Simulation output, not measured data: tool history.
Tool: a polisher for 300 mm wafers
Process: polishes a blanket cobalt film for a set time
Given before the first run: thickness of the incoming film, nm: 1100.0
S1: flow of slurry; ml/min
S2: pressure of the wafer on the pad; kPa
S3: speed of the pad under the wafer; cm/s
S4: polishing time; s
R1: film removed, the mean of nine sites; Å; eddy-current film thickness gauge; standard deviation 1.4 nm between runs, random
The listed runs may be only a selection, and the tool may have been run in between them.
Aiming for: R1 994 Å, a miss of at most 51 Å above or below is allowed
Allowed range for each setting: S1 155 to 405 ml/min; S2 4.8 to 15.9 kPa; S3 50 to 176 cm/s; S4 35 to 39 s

{"run": 1, "hour": 0.0, "S1": 260, "S2": 10.3, "S3": 112, "S4": 39, "R1": 1586.9}
{"run": 2, "hour": 7.1, "S1": 285, "S2": 10.3, "S3": 112, "S4": 39, "R1": 1532}
{"run": 3, "hour": 12.4, "S1": 285, "S2": 9.7, "S3": 112, "S4": 39, "R1": 1452.8}
{"run": 4, "hour": 17.8, "S1": 325, "S2": 9.7, "S3": 112, "S4": 39, "R1": 1495.5}
{"run": 5, "hour": 22.7, "S1": 325, "S2": 9, "S3": 112, "S4": 39, "R1": 1425.6}
{"run": 6, "hour": 27.4, "S1": 325, "S2": 11.7, "S3": 112, "S4": 39, "R1": 1803.7}
{"run": 7, "hour": 33.4, "S1": 325, "S2": 11.7, "S3": 112, "S4": 39, "R1": 1785.6}
{"run": 8, "hour": 42.4, "S1": 325, "S2": 11, "S3": 110, "S4": 39, "R1": 1689.6}
{"run": 9, "hour": 49.8, "S1": 325, "S2": 10.3, "S3": 108, "S4": 39, "R1": 1568.1}
{"run": 10, "hour": 56.8, "S1": 325, "S2": 9.7, "S3": 106, "S4": 39, "R1": 1401.6}
{"run": 11, "hour": 61.5, "S1": 325, "S2": 9, "S3": 106, "S4": 39, "R1": 1355.8}

Of the 5 settings listed for the next run, only one would bring every result within its allowed miss of target. Which one?
{"run": "A", "hour": 66.2, "S1": 320, "S2": 8.3, "S3": 108, "S4": 37, "R1": "?"}
{"run": "B", "hour": 66.2, "S1": 240, "S2": 9, "S3": 136, "S4": 39, "R1": "?"}
{"run": "C", "hour": 66.2, "S1": 345, "S2": 8.3, "S3": 82, "S4": 35, "R1": "?"}
{"run": "D", "hour": 66.2, "S1": 315, "S2": 8.3, "S3": 92, "S4": 37, "R1": "?"}
{"run": "E", "hour": 66.2, "S1": 300, "S2": 11.7, "S3": 62, "S4": 35, "R1": "?"}

move=A R1=1168.8
move=B R1=1631.9
move=C R1=854.28
move=D R1=1001.9
move=E R1=912.94
A: closer than the last run, but not yet in spec
B: its largest miss is bigger than the last run's
C: takes the result that was furthest off past its target
D: each result inside its tolerance
E: takes the result that was furthest off past its target
The right move is D.
